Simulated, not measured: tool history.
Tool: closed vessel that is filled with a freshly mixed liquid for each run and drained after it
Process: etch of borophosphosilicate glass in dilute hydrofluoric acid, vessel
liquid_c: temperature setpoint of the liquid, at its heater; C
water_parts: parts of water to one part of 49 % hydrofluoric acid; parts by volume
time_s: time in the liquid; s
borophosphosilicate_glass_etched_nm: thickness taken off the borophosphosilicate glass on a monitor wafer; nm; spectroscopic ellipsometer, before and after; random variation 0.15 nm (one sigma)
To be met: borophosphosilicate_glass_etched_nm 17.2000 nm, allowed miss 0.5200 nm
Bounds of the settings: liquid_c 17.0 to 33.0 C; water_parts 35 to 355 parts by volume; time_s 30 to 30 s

| run | hour | liquid_c | water_parts | time_s | borophosphosilicate_glass_etched_nm |
|---|---|---|---|---|---|
| 1 | 0.0 | 25.0 | 195 | 30 | 8.6592 |
| 2 | 7.8 | 22.0 | 195 | 30 | 7.7209 |
| 3 | 13.2 | 22.0 | 195 | 30 | 7.7316 |
| 4 | 19.7 | 24.0 | 180 | 30 | 9.1697 |
| 5 | 27.2 | 25.5 | 170 | 30 | 10.3560 |
| 6 | 34.0 | 25.5 | 170 | 30 | 10.4790 |
| 7 | 41.4 | 29.5 | 120 | 30 | 17.9760 |
| 8 | 44.4 | 29.0 | 120 | 30 | 17.9000 |

Which of these 5 next moves meets every target?
| A | 47.4 | 28.0 | 110 | 30 | ? |
| B | 47.4 | 28.0 | 115 | 30 | ? |
| C | 47.4 | 25.0 | 100 | 30 | ? |
| D | 47.4 | 28.5 | 115 | 30 | ? |
| E | 47.4 | 26.5 | 115 | 30 | ? |

| move | borophosphosilicate_glass_etched_nm |
|---|---|
| A | 19.0400 |
| B | 18.0920 |
| C | 18.8980 |
| D | 18.4350 |
| E | 17.0890 |
A: further off than the last run
B: further off than the last run
C: further off than the last run
D: further off than the last run
E: meets every target
The right move is E.
